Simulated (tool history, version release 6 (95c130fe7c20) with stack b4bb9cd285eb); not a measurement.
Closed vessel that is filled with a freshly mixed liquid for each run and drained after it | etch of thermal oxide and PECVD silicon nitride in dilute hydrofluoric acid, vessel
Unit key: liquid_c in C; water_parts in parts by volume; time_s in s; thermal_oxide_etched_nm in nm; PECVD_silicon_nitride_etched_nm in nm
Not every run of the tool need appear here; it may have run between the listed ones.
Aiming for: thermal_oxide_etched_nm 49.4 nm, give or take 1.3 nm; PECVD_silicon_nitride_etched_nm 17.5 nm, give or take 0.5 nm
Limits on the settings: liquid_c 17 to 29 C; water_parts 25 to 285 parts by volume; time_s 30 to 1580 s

run  hour  liquid_c  water_parts  time_s  thermal_oxide_etched_nm  PECVD_silicon_nitride_etched_nm
  1     0        21          155     805                   18.043                           7.6505
  2   0.9        21          110     805                   26.265                           10.655
  3   5.9        21          130     805                    21.85                           9.0445
  4   6.5        21          185     805                   14.438                           6.3608
  5  12.9        21          185     990                   17.827                           7.9055
  6  19.6      20.5          145     950                   22.423                           9.3241
  7    22      20.5          115     915                   28.012                           11.177
  8  22.7      20.5          115     915                    28.03                           11.117
  9  29.2      20.5           95     890                   33.953                           13.276
 10  32.6        20           80     875                   39.365                           14.573
 11  33.9        20           75     870                   42.251                           15.614
 12  38.7        20           70     870                   45.331                           16.778
 13  41.1      19.5           70     870                     44.5                            16.01
 14    44      19.5           65     870                   47.979                           17.168

Below are 4 possible settings for the next run. Only one of them brings all results inside the allowed miss of their targets. Which is it?
  A  46.9      19.5           65     855                        ?                                ?
  B  46.9      19.5           60     790                        ?                                ?
  C  46.9      21.5           75     880                        ?                                ?
  D  46.9        19           60     850                        ?                                ?

move  thermal_oxide_etched_nm  PECVD_silicon_nitride_etched_nm
   A                   46.218                           16.739
   B                   46.527                           16.718
   C                   44.331                           17.209
   D                   49.001                           17.368
A: misses by more than the last run did
B: misses by more than the last run did
C: misses by more than the last run did
D: each result inside its tolerance
Move D is the one to make.
